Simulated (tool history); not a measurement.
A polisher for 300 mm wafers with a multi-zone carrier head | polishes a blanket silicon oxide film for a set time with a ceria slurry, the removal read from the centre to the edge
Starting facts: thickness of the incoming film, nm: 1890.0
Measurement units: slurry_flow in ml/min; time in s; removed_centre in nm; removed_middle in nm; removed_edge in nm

run	hour	slurry_flow	centre_zone	middle_zone	edge_zone	time	removed_centre	removed_middle	removed_edge
1	0	170	1	1	1	80	565.44	570.4	626.02
2	8.2	180	1.02	1.03	1.03	83	607.91	604.09	636.14
3	9.8	180	1.02	0.97	1.03	83	603.59	579.97	638.76
4	11.4	180	1.02	0.91	1.03	83	602.68	560.41	644.03
5	12.2	180	1.01	0.94	1.02	87	629.89	584.24	680.68
6	13.7	185	1.01	0.98	1.03	90	644.01	626.32	698.24
7	16.9	185	1.01	1	1.03	93	669.21	658.59	725.32

For run 8, what comes out?
8	21.4	190	1.01	1.02	1.03	95	?	?	?

Run 8 came out at removed_centre 685.68 nm, removed_middle 683.07 nm, removed_edge 740.32 nm.

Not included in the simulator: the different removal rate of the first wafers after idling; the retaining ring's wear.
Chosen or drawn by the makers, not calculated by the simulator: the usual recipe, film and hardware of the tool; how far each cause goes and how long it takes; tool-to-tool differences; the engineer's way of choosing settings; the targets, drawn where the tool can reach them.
